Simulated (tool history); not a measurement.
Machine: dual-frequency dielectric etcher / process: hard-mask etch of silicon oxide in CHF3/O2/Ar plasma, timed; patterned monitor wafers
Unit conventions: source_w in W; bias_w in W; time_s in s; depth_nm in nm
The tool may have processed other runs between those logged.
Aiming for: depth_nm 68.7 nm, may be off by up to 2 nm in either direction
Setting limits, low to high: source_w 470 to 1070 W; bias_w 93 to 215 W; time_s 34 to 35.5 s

{"run": 1, "day": 0.0, "source_w": 770, "bias_w": 154, "time_s": 34, "depth_nm": 60.038}
{"run": 2, "day": 0.296, "source_w": 790, "bias_w": 156, "time_s": 34, "depth_nm": 60.419}
{"run": 3, "day": 0.329, "source_w": 790, "bias_w": 156, "time_s": 34, "depth_nm": 60.778}
{"run": 4, "day": 0.583, "source_w": 810, "bias_w": 158, "time_s": 34, "depth_nm": 61.869}
{"run": 5, "day": 0.896, "source_w": 810, "bias_w": 158, "time_s": 34, "depth_nm": 61.462}
{"run": 6, "day": 1.038, "source_w": 810, "bias_w": 158, "time_s": 34, "depth_nm": 61.364}
{"run": 7, "day": 1.1, "source_w": 830, "bias_w": 160, "time_s": 34, "depth_nm": 62.412}
{"run": 8, "day": 1.388, "source_w": 850, "bias_w": 162, "time_s": 34, "depth_nm": 63.214}
{"run": 9, "day": 1.65, "source_w": 870, "bias_w": 164, "time_s": 34, "depth_nm": 63.746}
{"run": 10, "day": 1.871, "source_w": 880, "bias_w": 166, "time_s": 34, "depth_nm": 63.897}
{"run": 11, "day": 1.908, "source_w": 890, "bias_w": 168, "time_s": 34, "depth_nm": 64.615}
{"run": 12, "day": 2.158, "source_w": 900, "bias_w": 169, "time_s": 34, "depth_nm": 64.699}
{"run": 13, "day": 2.354, "source_w": 910, "bias_w": 171, "time_s": 34, "depth_nm": 65.423}
{"run": 14, "day": 2.658, "source_w": 920, "bias_w": 172, "time_s": 34, "depth_nm": 65.583}
{"run": 15, "day": 2.721, "source_w": 930, "bias_w": 173, "time_s": 34, "depth_nm": 66.339}

Which of these 5 next moves meets every target?
{"run": "A", "day": 2.783, "source_w": 740, "bias_w": 180, "time_s": 34, "depth_nm": "?"}
{"run": "B", "day": 2.783, "source_w": 920, "bias_w": 184, "time_s": 34.5, "depth_nm": "?"}
{"run": "C", "day": 2.783, "source_w": 990, "bias_w": 135, "time_s": 34.5, "depth_nm": "?"}
{"run": "D", "day": 2.783, "source_w": 890, "bias_w": 163, "time_s": 34.5, "depth_nm": "?"}
{"run": "E", "day": 2.783, "source_w": 880, "bias_w": 167, "time_s": 34, "depth_nm": "?"}

move=A depth_nm=62.713
move=B depth_nm=68.441
move=C depth_nm=63.922
move=D depth_nm=65.289
move=E depth_nm=64.587
A: lands further from the targets than the last run did
B: each result inside its tolerance
C: lands further from the targets than the last run did
D: lands further from the targets than the last run did
E: lands further from the targets than the last run did
The move that meets every target is B.
